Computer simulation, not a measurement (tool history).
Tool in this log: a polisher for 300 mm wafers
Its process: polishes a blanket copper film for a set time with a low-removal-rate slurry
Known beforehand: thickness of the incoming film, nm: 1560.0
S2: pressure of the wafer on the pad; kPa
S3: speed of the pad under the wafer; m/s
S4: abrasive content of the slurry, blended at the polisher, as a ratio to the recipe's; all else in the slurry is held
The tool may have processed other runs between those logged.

Run 1, hour 0: flow of slurry (ml/min) 155, S2 15.2 kPa, S3 1.22 m/s, S4 1, polishing time (s) 33. Result: film removed (angstrom) 899.43.
Run 2, hour 5.6: flow of slurry (ml/min) 155, S2 15.2 kPa, S3 1.22 m/s, S4 1.15, polishing time (s) 33. Result: film removed (angstrom) 917.83.
Run 3, hour 6.7: flow of slurry (ml/min) 155, S2 15.2 kPa, S3 1.22 m/s, S4 1.15, polishing time (s) 30. Result: film removed (angstrom) 846.43.
Run 4, hour 11.1: flow of slurry (ml/min) 155, S2 13.1 kPa, S3 1.2 m/s, S4 1.15, polishing time (s) 30. Result: film removed (angstrom) 749.96.
Run 5, hour 19.5: flow of slurry (ml/min) 155, S2 13.1 kPa, S3 1.2 m/s, S4 1.15, polishing time (s) 33. Result: film removed (angstrom) 823.61.
Run 6, hour 27.8: flow of slurry (ml/min) 155, S2 11 kPa, S3 1.16 m/s, S4 1.15, polishing time (s) 33. Result: film removed (angstrom) 705.33.
Run 7, hour 31.5: flow of slurry (ml/min) 155, S2 9.7 kPa, S3 1.14 m/s, S4 1.15, polishing time (s) 33. Result: film removed (angstrom) 664.76.

What does the tool deliver on the next run?
Run 8, hour 37.7: flow of slurry (ml/min) 155, S2 9 kPa, S3 1.12 m/s, S4 1.15, polishing time (s) 33. Result: film removed (angstrom) ?.

{"run 8": {"film removed (angstrom)": 606.39}}
